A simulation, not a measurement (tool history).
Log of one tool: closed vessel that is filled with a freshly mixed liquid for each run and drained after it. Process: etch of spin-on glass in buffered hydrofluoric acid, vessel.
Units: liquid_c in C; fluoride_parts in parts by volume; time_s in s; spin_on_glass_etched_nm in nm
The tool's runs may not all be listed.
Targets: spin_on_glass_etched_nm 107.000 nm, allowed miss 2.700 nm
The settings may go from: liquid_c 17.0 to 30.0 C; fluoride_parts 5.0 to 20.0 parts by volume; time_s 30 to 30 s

run,hour,liquid_c,fluoride_parts,time_s,spin_on_glass_etched_nm
1,0.0,22.0,12.0,30,50.168
2,6.3,22.0,14.0,30,42.822
3,13.0,20.0,14.0,30,38.462
4,13.6,22.0,13.0,30,46.261
5,16.9,23.5,12.0,30,54.667
6,20.3,23.5,12.0,30,54.123
7,22.8,24.5,11.0,30,63.117
8,27.6,24.5,11.0,30,62.376
9,33.4,25.5,10.5,30,68.979
10,37.9,26.5,10.0,30,76.058

4 next moves are on the table. One of them brings every result within its allowed miss. Which?
A,42.4,25.0,12.0,30,?
B,42.4,30.0,7.5,30,?
C,42.4,27.5,6.0,30,?
D,42.4,22.5,5.5,30,?

move,spin_on_glass_etched_nm
A,59.586
B,120.900
C,130.430
D,107.160
A: further off than the last run
B: takes the result that was furthest off past its target
C: takes the result that was furthest off past its target
D: meets every target
Answer: D
